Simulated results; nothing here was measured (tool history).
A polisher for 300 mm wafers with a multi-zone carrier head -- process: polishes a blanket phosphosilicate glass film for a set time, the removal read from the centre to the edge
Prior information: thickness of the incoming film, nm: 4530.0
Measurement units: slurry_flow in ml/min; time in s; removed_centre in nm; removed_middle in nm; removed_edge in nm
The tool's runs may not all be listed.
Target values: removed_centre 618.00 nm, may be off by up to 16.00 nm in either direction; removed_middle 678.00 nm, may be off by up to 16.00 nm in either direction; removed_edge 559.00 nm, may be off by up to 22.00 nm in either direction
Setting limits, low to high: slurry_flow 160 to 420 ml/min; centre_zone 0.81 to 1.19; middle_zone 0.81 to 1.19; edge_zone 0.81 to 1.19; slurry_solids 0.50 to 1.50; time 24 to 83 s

run,hour,slurry_flow,centre_zone,middle_zone,edge_zone,slurry_solids,time,removed_centre,removed_middle,removed_edge
1,0.0,270,1.00,1.00,1.00,1.00,53,474.76,489.17,478.26
2,4.9,280,1.02,1.03,1.00,1.05,53,492.09,510.09,498.66
3,5.7,280,1.02,0.95,1.00,1.05,53,493.05,475.95,492.32
4,10.6,280,1.02,0.95,1.00,1.05,48,446.36,430.28,442.67
5,16.5,280,1.02,0.99,1.00,1.05,48,442.49,443.37,439.47
6,22.1,280,0.96,0.99,1.00,1.05,48,418.13,447.37,445.17
7,24.4,285,0.98,1.02,0.98,1.10,48,434.50,466.81,447.52
8,25.2,290,1.00,1.05,0.97,1.15,49,465.87,495.78,461.30
9,32.5,295,1.01,1.07,0.97,1.20,50,486.72,520.56,475.24
10,33.4,345,1.09,1.17,1.00,1.45,53,597.27,639.61,558.85

Which of these 5 next moves meets every target?
A,34.3,275,1.02,1.03,1.06,1.50,55,?,?,?
B,34.3,335,1.04,1.02,1.00,1.40,55,?,?,?
C,34.3,350,1.13,1.18,0.98,1.40,57,?,?,?
D,34.3,405,1.09,1.19,0.99,1.40,55,?,?,?
E,34.3,315,1.06,0.99,1.00,1.50,56,?,?,?

move,removed_centre,removed_middle,removed_edge
A,571.72,589.59,585.12
B,581.38,582.07,563.92
C,658.25,685.39,579.04
D,619.73,673.37,565.97
E,612.89,587.33,584.53
A: further off than the last run
B: further off than the last run
C: the furthest-off result lands on target, but another misses its tolerance
D: each result inside its tolerance
E: further off than the last run
D is the move that brings every result within its allowed miss.

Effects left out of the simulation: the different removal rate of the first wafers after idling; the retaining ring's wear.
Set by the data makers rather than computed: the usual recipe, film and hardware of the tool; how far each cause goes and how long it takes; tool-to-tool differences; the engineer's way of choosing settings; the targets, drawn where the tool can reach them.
